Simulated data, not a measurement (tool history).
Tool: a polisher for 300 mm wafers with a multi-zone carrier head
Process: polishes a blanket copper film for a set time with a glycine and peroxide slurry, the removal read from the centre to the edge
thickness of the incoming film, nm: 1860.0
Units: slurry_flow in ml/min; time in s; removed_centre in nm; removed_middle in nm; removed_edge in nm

| run | hour | slurry_flow | centre_zone | middle_zone | edge_zone | time | removed_centre | removed_middle | removed_edge |
|---|---|---|---|---|---|---|---|---|---|
| 1 | 0.0 | 145 | 1.00 | 1.00 | 1.00 | 49 | 196.92 | 195.32 | 193.54 |
| 2 | 3.5 | 145 | 1.00 | 1.00 | 1.00 | 59 | 233.96 | 239.13 | 238.18 |
| 3 | 4.3 | 145 | 1.00 | 1.07 | 1.00 | 59 | 236.39 | 246.17 | 237.24 |
| 4 | 12.4 | 140 | 0.98 | 1.07 | 0.98 | 53 | 206.56 | 227.12 | 214.04 |
| 5 | 17.2 | 140 | 0.98 | 1.07 | 0.98 | 43 | 168.06 | 179.05 | 165.86 |
| 6 | 21.6 | 140 | 0.97 | 1.06 | 0.98 | 40 | 152.52 | 167.26 | 154.48 |
| 7 | 23.7 | 140 | 0.97 | 1.05 | 0.97 | 38 | 143.32 | 155.39 | 149.05 |
| 8 | 25.7 | 140 | 0.98 | 1.06 | 0.96 | 36 | 136.13 | 154.09 | 142.92 |
| 9 | 29.2 | 140 | 0.99 | 1.06 | 0.97 | 34 | 133.52 | 147.74 | 131.37 |

Forecast run 10:
| 10 | 33.1 | 135 | 0.99 | 1.05 | 0.97 | 34 | ? | ? | ? |

Run 10 gave removed_centre 128.47 nm, removed_middle 140.93 nm, removed_edge 134.76 nm.

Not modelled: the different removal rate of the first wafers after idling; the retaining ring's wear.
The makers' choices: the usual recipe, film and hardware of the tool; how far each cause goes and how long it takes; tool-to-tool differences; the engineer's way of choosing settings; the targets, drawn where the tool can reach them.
